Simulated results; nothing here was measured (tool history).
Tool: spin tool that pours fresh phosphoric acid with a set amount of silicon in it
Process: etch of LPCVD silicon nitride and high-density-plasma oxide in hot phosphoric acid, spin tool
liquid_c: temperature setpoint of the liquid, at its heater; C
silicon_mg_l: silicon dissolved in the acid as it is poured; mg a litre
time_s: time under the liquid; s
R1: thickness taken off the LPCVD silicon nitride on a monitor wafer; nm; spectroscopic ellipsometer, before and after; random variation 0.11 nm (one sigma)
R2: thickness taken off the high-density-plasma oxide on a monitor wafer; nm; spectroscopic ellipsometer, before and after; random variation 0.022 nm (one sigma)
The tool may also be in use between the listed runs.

{"run": 1, "hour": 0.0, "liquid_c": 163.0, "silicon_mg_l": 23.5, "time_s": 180, "R1": 15.099, "R2": 0.42276}
{"run": 2, "hour": 4.2, "liquid_c": 162.0, "silicon_mg_l": 23.0, "time_s": 175, "R1": 14.229, "R2": 0.3872}
{"run": 3, "hour": 8.1, "liquid_c": 162.0, "silicon_mg_l": 29.0, "time_s": 175, "R1": 14.259, "R2": 0.27351}
{"run": 4, "hour": 16.6, "liquid_c": 161.5, "silicon_mg_l": 26.0, "time_s": 170, "R1": 13.295, "R2": 0.3121}
{"run": 5, "hour": 19.8, "liquid_c": 161.5, "silicon_mg_l": 37.0, "time_s": 170, "R1": 13.59, "R2": 0.19735}
{"run": 6, "hour": 23.9, "liquid_c": 161.0, "silicon_mg_l": 32.0, "time_s": 170, "R1": 13.22, "R2": 0.25909}

The next listed run, before its measurement:
{"run": 7, "hour": 27.9, "liquid_c": 160.5, "silicon_mg_l": 30.5, "time_s": 170, "R1": "?", "R2": "?"}

Run 7 gave R1 13.059 nm, R2 0.25358 nm.
